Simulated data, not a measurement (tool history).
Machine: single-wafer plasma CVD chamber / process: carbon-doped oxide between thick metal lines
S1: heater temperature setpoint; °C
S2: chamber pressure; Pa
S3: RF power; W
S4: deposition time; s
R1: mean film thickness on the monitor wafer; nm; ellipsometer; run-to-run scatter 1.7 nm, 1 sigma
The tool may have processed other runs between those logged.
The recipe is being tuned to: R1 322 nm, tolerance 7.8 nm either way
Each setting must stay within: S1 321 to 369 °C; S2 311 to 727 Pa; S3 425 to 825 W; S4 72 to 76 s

run 1 day=0 | S1=345 S2=519 S3=625 S4=76 | R1=396.69
run 2 day=0.188 | S1=341 S2=519 S3=625 S4=76 | R1=396.47
run 3 day=0.508 | S1=333 S2=519 S3=625 S4=76 | R1=404.45
run 4 day=0.788 | S1=333 S2=519 S3=545 S4=76 | R1=364.79
run 5 day=0.942 | S1=333 S2=500 S3=520 S4=76 | R1=354.25
run 6 day=1.304 | S1=333 S2=409 S3=520 S4=76 | R1=344.8
run 7 day=1.367 | S1=333 S2=395 S3=510 S4=76 | R1=341.18
run 8 day=1.567 | S1=333 S2=385 S3=500 S4=76 | R1=332.49
run 9 day=1.846 | S1=333 S2=376 S3=495 S4=76 | R1=331.14

Exactly one of the 5 candidate moves below puts every result within its allowed miss. Which one?
run A day=2.125 | S1=331 S2=381 S3=535 S4=75 | R1=?
run B day=2.125 | S1=338 S2=361 S3=485 S4=76 | R1=?
run C day=2.125 | S1=332 S2=311 S3=565 S4=72 | R1=?
run D day=2.125 | S1=333 S2=420 S3=510 S4=76 | R1=?
run E day=2.125 | S1=330 S2=353 S3=515 S4=74 | R1=?

move=A R1=349.81
move=B R1=320.65
move=C R1=344.83
move=D R1=342.3
move=E R1=334.25
A: lands further from the targets than the last run did
B: meets every target
C: lands further from the targets than the last run did
D: lands further from the targets than the last run did
E: lands further from the targets than the last run did
Answer: B

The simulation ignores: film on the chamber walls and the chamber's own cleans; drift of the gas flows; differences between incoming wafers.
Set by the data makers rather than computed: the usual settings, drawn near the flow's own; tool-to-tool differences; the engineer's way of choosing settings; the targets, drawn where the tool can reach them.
